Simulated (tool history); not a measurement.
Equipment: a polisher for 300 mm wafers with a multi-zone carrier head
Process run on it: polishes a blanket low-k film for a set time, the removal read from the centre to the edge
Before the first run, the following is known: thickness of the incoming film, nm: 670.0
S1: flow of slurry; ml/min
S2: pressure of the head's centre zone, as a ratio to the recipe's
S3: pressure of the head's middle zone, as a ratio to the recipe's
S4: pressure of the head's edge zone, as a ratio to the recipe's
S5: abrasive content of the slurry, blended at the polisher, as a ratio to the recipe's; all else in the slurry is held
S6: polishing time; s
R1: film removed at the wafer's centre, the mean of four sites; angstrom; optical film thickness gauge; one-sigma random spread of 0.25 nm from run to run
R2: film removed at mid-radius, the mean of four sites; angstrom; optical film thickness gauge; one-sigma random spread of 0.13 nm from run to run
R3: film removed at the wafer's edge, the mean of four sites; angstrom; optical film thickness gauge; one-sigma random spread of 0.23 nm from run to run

{"run": 1, "hour": 0.0, "S1": 215, "S2": 1.0, "S3": 1.0, "S4": 1.0, "S5": 1.0, "S6": 83, "R1": 287.13, "R2": 285.23, "R3": 289.97}
{"run": 2, "hour": 2.1, "S1": 215, "S2": 1.0, "S3": 1.0, "S4": 1.0, "S5": 1.2, "S6": 83, "R1": 313.62, "R2": 316.59, "R3": 327.16}
{"run": 3, "hour": 8.5, "S1": 215, "S2": 1.0, "S3": 1.0, "S4": 1.05, "S5": 1.2, "S6": 83, "R1": 314.97, "R2": 315.2, "R3": 332.0}
{"run": 4, "hour": 14.5, "S1": 215, "S2": 1.0, "S3": 1.0, "S4": 1.09, "S5": 1.2, "S6": 83, "R1": 313.74, "R2": 315.42, "R3": 337.5}
{"run": 5, "hour": 18.5, "S1": 200, "S2": 0.95, "S3": 0.98, "S4": 1.06, "S5": 1.0, "S6": 82, "R1": 268.1, "R2": 274.43, "R3": 292.63}
{"run": 6, "hour": 27.0, "S1": 200, "S2": 0.99, "S3": 0.98, "S4": 1.06, "S5": 1.0, "S6": 82, "R1": 280.3, "R2": 274.06, "R3": 294.86}
{"run": 7, "hour": 30.5, "S1": 190, "S2": 0.94, "S3": 0.97, "S4": 1.05, "S5": 0.85, "S6": 81, "R1": 236.73, "R2": 239.73, "R3": 259.89}

What does the tool deliver on the next run?
{"run": 8, "hour": 38.2, "S1": 180, "S2": 0.9, "S3": 0.96, "S4": 1.01, "S5": 0.8, "S6": 81, "R1": "?", "R2": "?", "R3": "?"}

Run 8 came out at R1 217.36 angstrom, R2 229.34 angstrom, R3 245.62 angstrom.
